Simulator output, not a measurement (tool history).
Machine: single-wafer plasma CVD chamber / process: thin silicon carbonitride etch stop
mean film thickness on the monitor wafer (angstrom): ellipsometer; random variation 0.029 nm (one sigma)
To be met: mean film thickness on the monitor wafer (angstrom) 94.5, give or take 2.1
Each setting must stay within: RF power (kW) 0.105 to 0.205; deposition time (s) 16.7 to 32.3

run  hour  RF power (kW)  deposition time (s)  mean film thickness on the monitor wafer (angstrom)
  1     0          0.155                 24.5                                               125.08
  2   2.9          0.175                 24.5                                               129.57
  3   9.7          0.175                 23.3                                               123.11
  4  14.2           0.16                 23.3                                               119.77
  5  20.7          0.155                 22.4                                               114.81
  6    22           0.14                 22.4                                               111.35
  7  28.4          0.135                 21.8                                               107.58
  8  34.5           0.13                 21.3                                               104.22
  9  41.9          0.125                 20.9                                               100.48
 10  46.4           0.12                 20.7                                               98.461

Which of these 5 next moves meets every target?
  A  50.9          0.125                 19.6                                                    ?
  B  50.9           0.12                   21                                                    ?
  C  50.9           0.11                 21.2                                                    ?
  D  50.9           0.13                 21.2                                                    ?
  E  50.9          0.125                 20.5                                                    ?

move  mean film thickness on the monitor wafer (angstrom)
   A                                                94.58
   B                                               100.21
   C                                                 98.8
   D                                               103.41
   E                                               98.923
A: in spec on every target
B: moves away from the targets compared with the last run
C: moves away from the targets compared with the last run
D: moves away from the targets compared with the last run
E: moves away from the targets compared with the last run
The right move is A.
